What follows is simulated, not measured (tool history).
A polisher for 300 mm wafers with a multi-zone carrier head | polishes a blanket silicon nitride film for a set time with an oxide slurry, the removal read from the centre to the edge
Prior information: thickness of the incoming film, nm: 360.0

run,hour,flow of slurry (ml/min),pressure of the head's centre zone,pressure of the head's middle zone,pressure of the head's edge zone,abrasive content of the slurry,polishing time (s),film removed at the wafer's centre (nm),film removed at mid-radius (nm),film removed at the wafer's edge (nm)
1,0,170,1,1,1,1,88,38.312,38.92,38.259
2,2.7,175,1,0.98,1.04,1.1,88,39.799,40.872,40.337
3,4.8,175,1,0.98,1.13,1.1,88,40.91,40.689,43.2
4,6,175,1.04,0.98,1.13,1.1,88,42.432,40.253,43.99
5,14.4,175,1.04,0.97,1.14,1.15,89,43.383,41.618,44.097
6,16,180,1.03,0.94,1.15,1.15,92,44.932,42.044,46.692

Run 7 comes next. What will it give?
7,18.9,185,1.02,0.93,1.16,1.15,93,?,?,?

{"run 7": {"film removed at the wafer's centre (nm)": 44.054, "film removed at mid-radius (nm)": 43.773, "film removed at the wafer's edge (nm)": 46.768}}
